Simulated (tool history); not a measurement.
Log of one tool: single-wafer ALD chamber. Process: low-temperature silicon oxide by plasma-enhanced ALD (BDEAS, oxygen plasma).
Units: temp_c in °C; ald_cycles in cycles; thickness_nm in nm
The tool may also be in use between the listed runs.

| run | hour | temp_c | ald_cycles | thickness_nm |
|---|---|---|---|---|
| 1 | 0 | 95 | 53 | 7.3112 |
| 2 | 7.3 | 95 | 48 | 6.5644 |
| 3 | 11.9 | 94 | 49 | 6.742 |
| 4 | 13.3 | 104 | 49 | 6.5209 |
| 5 | 21 | 102 | 50 | 6.6736 |
| 6 | 23.4 | 108 | 50 | 6.6351 |
| 7 | 30.6 | 108 | 50 | 6.6432 |
| 8 | 38.5 | 107 | 52 | 6.9726 |

The next listed run, before its measurement:
| 9 | 42.1 | 106 | 53 | ? |

Run 9 gave thickness_nm 7.0906 nm.

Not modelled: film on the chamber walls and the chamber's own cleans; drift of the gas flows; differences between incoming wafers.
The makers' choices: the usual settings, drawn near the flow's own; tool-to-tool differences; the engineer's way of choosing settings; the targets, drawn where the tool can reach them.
